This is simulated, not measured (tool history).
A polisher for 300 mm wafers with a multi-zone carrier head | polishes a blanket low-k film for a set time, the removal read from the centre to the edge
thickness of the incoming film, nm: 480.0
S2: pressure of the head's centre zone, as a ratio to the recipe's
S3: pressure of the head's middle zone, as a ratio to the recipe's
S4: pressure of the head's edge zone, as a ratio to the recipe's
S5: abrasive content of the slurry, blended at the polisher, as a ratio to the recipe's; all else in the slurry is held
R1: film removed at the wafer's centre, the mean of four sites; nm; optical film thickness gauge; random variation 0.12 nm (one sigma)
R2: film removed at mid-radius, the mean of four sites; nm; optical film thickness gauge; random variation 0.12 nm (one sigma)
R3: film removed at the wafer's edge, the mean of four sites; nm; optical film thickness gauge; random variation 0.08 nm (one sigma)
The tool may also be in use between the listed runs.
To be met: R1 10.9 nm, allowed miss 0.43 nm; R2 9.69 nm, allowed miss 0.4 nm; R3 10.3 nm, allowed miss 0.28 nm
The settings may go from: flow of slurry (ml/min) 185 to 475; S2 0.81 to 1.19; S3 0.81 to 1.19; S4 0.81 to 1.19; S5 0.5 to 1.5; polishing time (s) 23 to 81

run 1 day=0 | flow_of_slurry_(ml/min)=305 S2=1 S3=1 S4=1 S5=1 polishing_time_(s)=52 | R1=11.713 R2=11.526 R3=11.61
run 2 day=0.312 | flow_of_slurry_(ml/min)=305 S2=1 S3=0.99 S4=0.99 S5=1 polishing_time_(s)=52 | R1=11.71 R2=11.338 R3=11.714
run 3 day=0.662 | flow_of_slurry_(ml/min)=305 S2=1 S3=0.98 S4=0.98 S5=1 polishing_time_(s)=52 | R1=11.85 R2=11.347 R3=11.651
run 4 day=0.938 | flow_of_slurry_(ml/min)=305 S2=1 S3=0.98 S4=0.98 S5=1 polishing_time_(s)=40 | R1=9.006 R2=8.5668 R3=8.8772
run 5 day=1.275 | flow_of_slurry_(ml/min)=305 S2=1 S3=0.98 S4=1.03 S5=1 polishing_time_(s)=40 | R1=9.0386 R2=8.7664 R3=9.0235
run 6 day=1.588 | flow_of_slurry_(ml/min)=305 S2=1.01 S3=0.98 S4=1.04 S5=1 polishing_time_(s)=40 | R1=9.2354 R2=8.65 R3=9.1285
run 7 day=1.788 | flow_of_slurry_(ml/min)=305 S2=1.02 S3=0.98 S4=1.05 S5=1 polishing_time_(s)=40 | R1=9.2778 R2=8.5683 R3=9.3176
run 8 day=1.95 | flow_of_slurry_(ml/min)=340 S2=1.12 S3=1.08 S4=1.11 S5=1.1 polishing_time_(s)=40 | R1=10.549 R2=10.031 R3=9.8585

Which of these 4 next moves meets every target?
run A day=2.112 | flow_of_slurry_(ml/min)=345 S2=1.19 S3=1.05 S4=0.93 S5=1.4 polishing_time_(s)=37 | R1=? R2=? R3=?
run B day=2.112 | flow_of_slurry_(ml/min)=285 S2=1.19 S3=1.18 S4=1.12 S5=0.75 polishing_time_(s)=46 | R1=? R2=? R3=?
run C day=2.112 | flow_of_slurry_(ml/min)=240 S2=1.13 S3=1.06 S4=1.13 S5=1.1 polishing_time_(s)=42 | R1=? R2=? R3=?
run D day=2.112 | flow_of_slurry_(ml/min)=410 S2=1.19 S3=1.15 S4=1.11 S5=0.85 polishing_time_(s)=42 | R1=? R2=? R3=?

move=A R1=11.513 R2=10.165 R3=9.2866
move=B R1=10.353 R2=10.062 R3=9.182
move=C R1=10.732 R2=10.073 R3=10.144
move=D R1=10.535 R2=9.9903 R3=9.2009
A: further off than the last run
B: further off than the last run
C: meets every target
D: further off than the last run
Move C is the one to make.
